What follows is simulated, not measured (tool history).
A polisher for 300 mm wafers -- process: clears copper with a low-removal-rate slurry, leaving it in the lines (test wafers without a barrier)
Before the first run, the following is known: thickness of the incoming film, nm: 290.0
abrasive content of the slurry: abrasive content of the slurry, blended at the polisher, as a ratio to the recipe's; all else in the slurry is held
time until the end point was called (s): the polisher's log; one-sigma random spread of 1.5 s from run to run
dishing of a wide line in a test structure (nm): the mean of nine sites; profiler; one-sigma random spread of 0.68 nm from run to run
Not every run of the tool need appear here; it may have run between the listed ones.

| run | hour | flow of slurry (ml/min) | pressure of the wafer on the pad (kPa) | speed of the pad under the wafer (cm/s) | abrasive content of the slurry | overpolish time after the end point (s) | time until the end point was called (s) | dishing of a wide line in a test structure (nm) |
|---|---|---|---|---|---|---|---|---|
| 1 | 0 | 205 | 16.5 | 84 | 1 | 24 | 174.09 | 27.932 |
| 2 | 9 | 210 | 17.2 | 84 | 1 | 22 | 170.66 | 26.31 |
| 3 | 12.5 | 210 | 18.6 | 84 | 1 | 21 | 163.77 | 26.385 |
| 4 | 18.1 | 210 | 20 | 84 | 1 | 20 | 152.4 | 26.931 |
| 5 | 19.1 | 210 | 20 | 70 | 1 | 20 | 171.43 | 23.447 |
| 6 | 24.7 | 210 | 17.2 | 70 | 1 | 20 | 196.61 | 20.445 |
| 7 | 28.5 | 210 | 19.3 | 70 | 1 | 20 | 176.97 | 22.856 |
| 8 | 36.2 | 210 | 20.7 | 70 | 1 | 20 | 170.68 | 24.85 |
|  | 38.1 | slurry blender recalibrated |
| 9 | 38.1 | 210 | 22.1 | 70 | 1 | 19 | 149.27 | 24.564 |
| 10 | 43.8 | 210 | 22.1 | 70 | 1 | 20 | 150.23 | 26.758 |

What will run 11 give?
| 11 | 45.8 | 210 | 22.8 | 70 | 1 | 20 | ? | ? |

time until the end point was called (s): 147.99
dishing of a wide line in a test structure (nm): 27.302

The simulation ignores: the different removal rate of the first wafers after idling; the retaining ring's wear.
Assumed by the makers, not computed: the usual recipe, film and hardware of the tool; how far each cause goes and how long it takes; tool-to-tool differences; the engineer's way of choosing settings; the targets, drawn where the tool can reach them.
